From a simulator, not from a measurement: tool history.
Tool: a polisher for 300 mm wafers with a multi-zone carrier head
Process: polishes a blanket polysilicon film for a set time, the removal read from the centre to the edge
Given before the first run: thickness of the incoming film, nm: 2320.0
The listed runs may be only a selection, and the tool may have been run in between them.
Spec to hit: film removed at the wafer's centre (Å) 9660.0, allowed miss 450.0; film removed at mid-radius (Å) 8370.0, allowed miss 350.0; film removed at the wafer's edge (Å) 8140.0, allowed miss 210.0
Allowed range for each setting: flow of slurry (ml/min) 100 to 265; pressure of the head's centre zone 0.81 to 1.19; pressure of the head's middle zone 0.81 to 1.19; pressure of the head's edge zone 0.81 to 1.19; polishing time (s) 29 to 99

run  hour  flow of slurry (ml/min)  pressure of the head's centre zone  pressure of the head's middle zone  pressure of the head's edge zone  polishing time (s)  film removed at the wafer's centre (Å)  film removed at mid-radius (Å)  film removed at the wafer's edge (Å)
  1   0.0                      170                                1.00                                1.00                              1.00                  64                                  6141.8                          6356.6                                6307.5
  2   1.7                      170                                1.00                                1.00                              1.06                  64                                  6249.8                          6330.8                                6548.9
  3   6.2                      170                                1.00                                0.94                              1.06                  64                                  6364.3                          6081.9                                6489.5
  4   8.0                      185                                1.04                                0.96                              1.06                  66                                  7019.7                          6448.3                                6822.6
  5   9.9                      185                                1.04                                0.96                              1.01                  66                                  6828.6                          6449.9                                6700.8
  6  15.9                      185                                1.04                                0.88                              1.01                  66                                  6834.7                          6172.9                                6700.6
  7  23.5                      195                                1.06                                0.92                              1.02                  68                                  7234.6                          6444.6                                6965.3
  8  24.8                      200                                1.09                                0.96                              1.02                  70                                  7672.4                          6826.1                                7161.9
  9  25.6                      210                                1.11                                0.99                              1.02                  71                                  8085.9                          7227.2                                7267.7
 10  34.3                      215                                1.12                                1.00                              1.04                  72                                  8105.7                          7348.6                                7498.8

Of the 5 settings listed for the next run, only one would bring every result within its allowed miss of target. Which one?
  A  43.0                      230                                1.16                                1.02                              0.98                  81                                       ?                               ?                                     ?
  B  43.0                      235                                0.92                                1.09                              1.06                  74                                       ?                               ?                                     ?
  C  43.0                      220                                1.17                                1.17                              0.84                  74                                       ?                               ?                                     ?
  D  43.0                      235                                0.95                                1.06                              1.11                  64                                       ?                               ?                                     ?
  E  43.0                      210                                1.05                                1.00                              1.05                  80                                       ?                               ?                                     ?

move  film removed at the wafer's centre (Å)  film removed at mid-radius (Å)  film removed at the wafer's edge (Å)
   A                                  9593.2                          8453.3                                8155.2
   B                                  6963.5                          8129.2                                7751.4
   C                                  8788.8                          8475.1                                6896.7
   D                                  6219.4                          6889.7                                6863.3
   E                                  8449.4                          8133.9                                8252.6
A: every result lands within tolerance
B: moves away from the targets compared with the last run
C: moves away from the targets compared with the last run
D: moves away from the targets compared with the last run
E: closer than the last run, but not yet in spec
So the answer is move A, the one that meets all the targets.
